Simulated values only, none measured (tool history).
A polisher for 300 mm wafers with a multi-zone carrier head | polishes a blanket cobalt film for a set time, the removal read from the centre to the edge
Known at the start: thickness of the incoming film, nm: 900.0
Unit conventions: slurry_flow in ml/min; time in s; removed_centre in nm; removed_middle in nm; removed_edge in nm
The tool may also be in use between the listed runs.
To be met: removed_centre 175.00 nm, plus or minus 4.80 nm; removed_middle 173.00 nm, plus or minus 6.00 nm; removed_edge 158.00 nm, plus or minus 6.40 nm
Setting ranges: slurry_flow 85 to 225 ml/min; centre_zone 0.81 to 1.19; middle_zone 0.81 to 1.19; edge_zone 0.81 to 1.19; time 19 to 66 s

run	hour	slurry_flow	centre_zone	middle_zone	edge_zone	time	removed_centre	removed_middle	removed_edge
1	0.0	145	1.00	1.00	1.00	42	189.59	187.05	185.29
2	6.1	145	1.00	1.00	0.95	42	185.28	184.77	180.39
3	10.0	130	1.00	1.00	0.95	42	179.42	181.59	178.21
4	10.8	160	1.00	1.00	0.95	42	190.20	193.49	182.70
5	17.6	160	1.00	1.00	0.95	48	219.83	221.45	211.89
6	25.5	155	1.01	1.00	0.92	46	209.07	208.36	196.92
7	28.9	150	1.02	1.00	0.89	44	201.07	198.09	183.90
8	29.9	140	1.02	1.00	0.87	43	190.36	191.58	173.66
9	36.9	130	1.02	0.99	0.85	43	190.36	186.11	171.60
10	38.4	120	1.02	0.99	0.84	43	186.79	182.53	169.37
11	44.1	115	1.02	0.99	0.83	43	182.19	179.11	165.98
12	52.8	95	1.03	1.00	0.81	42	170.38	165.28	153.66

Exercise: of the 4 proposed moves below, exactly one satisfies all targets within the stated allowed misses. Which move is it?
A	61.5	150	1.07	1.03	0.85	36	?	?	?
B	61.5	105	1.00	1.09	0.81	40	?	?	?
C	61.5	115	1.01	1.08	0.94	38	?	?	?
D	61.5	115	1.02	0.99	0.81	41	?	?	?

move	removed_centre	removed_middle	removed_edge
A	174.02	162.54	146.28
B	163.75	172.61	149.75
C	161.74	167.01	154.81
D	176.16	169.48	156.32
A: misses by more than the last run did
B: the furthest-off result lands on target, but another misses its tolerance
C: the furthest-off result lands on target, but another misses its tolerance
D: all results in spec
D meets every target.
